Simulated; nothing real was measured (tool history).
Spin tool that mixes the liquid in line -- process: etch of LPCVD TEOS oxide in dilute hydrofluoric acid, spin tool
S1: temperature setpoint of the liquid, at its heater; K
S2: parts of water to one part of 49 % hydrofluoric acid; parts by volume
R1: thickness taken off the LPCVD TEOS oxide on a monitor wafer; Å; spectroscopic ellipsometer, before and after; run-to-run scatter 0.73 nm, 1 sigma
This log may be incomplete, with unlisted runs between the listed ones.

Run 1, hour 0: S1 298.15 K, S2 45 parts by volume, time under the liquid (s) 55. Result: R1 698.02 Å.
Run 2, hour 8.5: S1 300.15 K, S2 45 parts by volume, time under the liquid (s) 55. Result: R1 751.86 Å.
Run 3, hour 9.3: S1 301.65 K, S2 40 parts by volume, time under the liquid (s) 55. Result: R1 903.99 Å.
Run 4, hour 17.7: S1 303.15 K, S2 40 parts by volume, time under the liquid (s) 55. Result: R1 953.21 Å.
Run 5, hour 21.1: S1 304.15 K, S2 40 parts by volume, time under the liquid (s) 55. Result: R1 1017.7 Å.
Run 6, hour 27.3: S1 304.65 K, S2 40 parts by volume, time under the liquid (s) 55. Result: R1 1033.7 Å.
Run 7, hour 33.3: S1 305.15 K, S2 40 parts by volume, time under the liquid (s) 55. Result: R1 1036.2 Å.

Expected results for the next run?
Run 8, hour 40.6: S1 305.65 K, S2 40 parts by volume, time under the liquid (s) 55. Result: R1 ?.

Run 8 yielded R1 1058.1 Å.
